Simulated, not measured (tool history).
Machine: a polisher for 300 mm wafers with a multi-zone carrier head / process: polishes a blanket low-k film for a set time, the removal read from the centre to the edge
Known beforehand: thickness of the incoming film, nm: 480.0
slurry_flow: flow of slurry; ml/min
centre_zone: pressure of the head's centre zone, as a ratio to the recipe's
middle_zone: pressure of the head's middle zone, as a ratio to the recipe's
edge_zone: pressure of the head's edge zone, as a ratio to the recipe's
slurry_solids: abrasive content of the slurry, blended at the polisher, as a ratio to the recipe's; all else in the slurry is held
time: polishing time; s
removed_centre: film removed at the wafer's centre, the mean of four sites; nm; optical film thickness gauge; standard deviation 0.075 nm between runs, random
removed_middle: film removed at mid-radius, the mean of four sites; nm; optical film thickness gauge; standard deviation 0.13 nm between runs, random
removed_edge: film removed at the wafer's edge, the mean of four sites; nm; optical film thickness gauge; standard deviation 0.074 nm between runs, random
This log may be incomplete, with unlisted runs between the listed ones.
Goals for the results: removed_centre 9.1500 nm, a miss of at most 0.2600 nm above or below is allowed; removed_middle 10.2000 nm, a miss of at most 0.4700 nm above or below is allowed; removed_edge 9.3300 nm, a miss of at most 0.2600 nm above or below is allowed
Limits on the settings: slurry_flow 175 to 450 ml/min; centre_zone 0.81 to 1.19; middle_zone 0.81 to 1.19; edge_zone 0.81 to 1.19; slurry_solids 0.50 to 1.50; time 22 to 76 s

{"run": 1, "hour": 0.0, "slurry_flow": 290, "centre_zone": 1.0, "middle_zone": 1.0, "edge_zone": 1.0, "slurry_solids": 1.0, "time": 49, "removed_centre": 17.044, "removed_middle": 17.31, "removed_edge": 17.645}
{"run": 2, "hour": 3.9, "slurry_flow": 290, "centre_zone": 0.94, "middle_zone": 1.0, "edge_zone": 1.0, "slurry_solids": 1.0, "time": 49, "removed_centre": 16.102, "removed_middle": 17.459, "removed_edge": 17.91}
{"run": 3, "hour": 7.2, "slurry_flow": 290, "centre_zone": 0.94, "middle_zone": 1.0, "edge_zone": 1.0, "slurry_solids": 1.0, "time": 58, "removed_centre": 19.046, "removed_middle": 20.254, "removed_edge": 21.225}
{"run": 4, "hour": 11.7, "slurry_flow": 290, "centre_zone": 0.94, "middle_zone": 1.0, "edge_zone": 0.96, "slurry_solids": 0.85, "time": 51, "removed_centre": 15.567, "removed_middle": 16.365, "removed_edge": 16.688}
{"run": 5, "hour": 14.0, "slurry_flow": 285, "centre_zone": 0.93, "middle_zone": 1.01, "edge_zone": 0.93, "slurry_solids": 0.75, "time": 47, "removed_centre": 13.254, "removed_middle": 14.728, "removed_edge": 14.337}
{"run": 6, "hour": 14.6, "slurry_flow": 285, "centre_zone": 0.93, "middle_zone": 1.0, "edge_zone": 0.91, "slurry_solids": 0.7, "time": 44, "removed_centre": 12.061, "removed_middle": 13.34, "removed_edge": 12.767}
{"run": 7, "hour": 21.9, "slurry_flow": 285, "centre_zone": 0.93, "middle_zone": 0.99, "edge_zone": 0.89, "slurry_solids": 0.65, "time": 42, "removed_centre": 10.84, "removed_middle": 11.761, "removed_edge": 11.352}
{"run": 8, "hour": 28.9, "slurry_flow": 285, "centre_zone": 0.93, "middle_zone": 0.99, "edge_zone": 0.89, "slurry_solids": 0.65, "time": 42, "removed_centre": 10.819, "removed_middle": 11.798, "removed_edge": 11.373}
{"run": 9, "hour": 33.7, "slurry_flow": 280, "centre_zone": 0.92, "middle_zone": 1.01, "edge_zone": 0.81, "slurry_solids": 0.5, "time": 37, "removed_centre": 8.1632, "removed_middle": 9.0979, "removed_edge": 8.329}
{"run": 10, "hour": 41.0, "slurry_flow": 295, "centre_zone": 0.93, "middle_zone": 1.02, "edge_zone": 0.83, "slurry_solids": 0.5, "time": 37, "removed_centre": 8.3022, "removed_middle": 9.1687, "removed_edge": 8.2947}
{"run": 11, "hour": 47.2, "slurry_flow": 295, "centre_zone": 0.93, "middle_zone": 1.03, "edge_zone": 0.86, "slurry_solids": 0.5, "time": 37, "removed_centre": 8.3595, "removed_middle": 9.1404, "removed_edge": 8.6261}
{"run": 12, "hour": 48.6, "slurry_flow": 295, "centre_zone": 0.93, "middle_zone": 1.04, "edge_zone": 0.86, "slurry_solids": 0.55, "time": 37, "removed_centre": 8.7202, "removed_middle": 9.8063, "removed_edge": 9.0293}
{"run": 13, "hour": 53.5, "slurry_flow": 295, "centre_zone": 0.94, "middle_zone": 1.05, "edge_zone": 0.87, "slurry_solids": 0.55, "time": 37, "removed_centre": 8.9004, "removed_middle": 10.006, "removed_edge": 9.2242}

4 candidate next runs follow, results not yet known. Just one meets every target within its allowed miss. Identify it.
{"run": "A", "hour": 58.4, "slurry_flow": 375, "centre_zone": 0.95, "middle_zone": 0.96, "edge_zone": 0.92, "slurry_solids": 0.65, "time": 33, "removed_centre": "?", "removed_middle": "?", "removed_edge": "?"}
{"run": "B", "hour": 58.4, "slurry_flow": 325, "centre_zone": 0.9, "middle_zone": 1.07, "edge_zone": 0.95, "slurry_solids": 0.55, "time": 37, "removed_centre": "?", "removed_middle": "?", "removed_edge": "?"}
{"run": "C", "hour": 58.4, "slurry_flow": 220, "centre_zone": 0.92, "middle_zone": 1.11, "edge_zone": 0.94, "slurry_solids": 0.6, "time": 35, "removed_centre": "?", "removed_middle": "?", "removed_edge": "?"}
{"run": "D", "hour": 58.4, "slurry_flow": 265, "centre_zone": 0.98, "middle_zone": 1.11, "edge_zone": 0.92, "slurry_solids": 0.5, "time": 39, "removed_centre": "?", "removed_middle": "?", "removed_edge": "?"}

move=A removed_centre=9.0399 removed_middle=9.2485 removed_edge=9.3418
move=B removed_centre=8.5909 removed_middle=10.0920 removed_edge=9.5384
move=C removed_centre=8.2995 removed_middle=9.8618 removed_edge=9.1164
move=D removed_centre=9.0812 removed_middle=10.0920 removed_edge=9.1799
A: the worst result of the last run now meets its target, but another is out of spec
B: misses by more than the last run did
C: misses by more than the last run did
D: meets every target
D meets every target.
